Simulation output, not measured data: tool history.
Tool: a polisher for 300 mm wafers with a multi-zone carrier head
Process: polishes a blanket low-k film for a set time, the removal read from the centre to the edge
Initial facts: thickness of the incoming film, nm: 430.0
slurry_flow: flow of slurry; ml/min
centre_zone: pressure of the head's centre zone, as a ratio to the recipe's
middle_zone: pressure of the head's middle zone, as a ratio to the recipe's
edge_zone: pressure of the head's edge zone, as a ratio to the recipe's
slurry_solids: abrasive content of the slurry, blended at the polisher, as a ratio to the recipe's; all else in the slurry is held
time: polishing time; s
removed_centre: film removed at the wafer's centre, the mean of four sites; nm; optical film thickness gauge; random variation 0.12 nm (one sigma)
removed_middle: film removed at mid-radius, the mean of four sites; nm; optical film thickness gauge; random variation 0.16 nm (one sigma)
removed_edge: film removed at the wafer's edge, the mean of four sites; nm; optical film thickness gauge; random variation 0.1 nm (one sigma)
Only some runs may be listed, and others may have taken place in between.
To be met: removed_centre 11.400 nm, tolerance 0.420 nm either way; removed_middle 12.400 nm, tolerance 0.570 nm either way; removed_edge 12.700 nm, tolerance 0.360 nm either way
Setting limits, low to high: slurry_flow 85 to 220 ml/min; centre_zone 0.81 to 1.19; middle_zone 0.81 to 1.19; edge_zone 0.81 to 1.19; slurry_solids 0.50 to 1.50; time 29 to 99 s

run,hour,slurry_flow,centre_zone,middle_zone,edge_zone,slurry_solids,time,removed_centre,removed_middle,removed_edge
1,0.0,140,1.00,1.00,1.00,1.00,64,16.878,17.606,16.803
2,8.0,140,1.00,1.00,1.09,1.00,64,17.517,17.354,17.360
3,11.9,140,1.00,1.00,1.01,1.00,64,16.993,17.312,16.720
4,20.1,140,1.00,1.00,1.01,1.20,64,18.943,19.302,18.379
5,20.8,120,1.00,1.00,1.01,1.20,64,18.510,19.087,18.154
6,26.0,105,1.00,1.00,1.01,1.20,64,17.493,17.907,17.519
7,31.2,85,0.90,0.91,0.91,0.95,62,12.685,13.727,13.928
8,33.4,85,0.89,0.90,0.89,0.90,62,12.066,13.361,13.312
9,36.7,85,0.88,0.88,0.88,0.90,62,12.032,13.137,13.243
10,42.1,85,0.87,0.87,0.87,0.90,62,11.661,12.416,13.248

Which single option among these 4 for the next run brings every result within its allowed miss of target? Just one does.
A,47.5,125,0.84,0.86,0.91,0.70,66,?,?,?
B,47.5,85,0.85,0.85,0.87,0.90,65,?,?,?
C,47.5,85,0.85,0.84,1.00,0.85,65,?,?,?
D,47.5,90,0.81,0.93,0.83,1.05,58,?,?,?

move,removed_centre,removed_middle,removed_edge
A,11.382,12.385,12.613
B,12.198,13.194,13.704
C,11.743,12.589,14.081
D,11.597,14.048,13.264
A: every result within its allowed miss
B: the biggest miss grows against the last run
C: the biggest miss grows against the last run
D: the biggest miss grows against the last run
A meets every target.
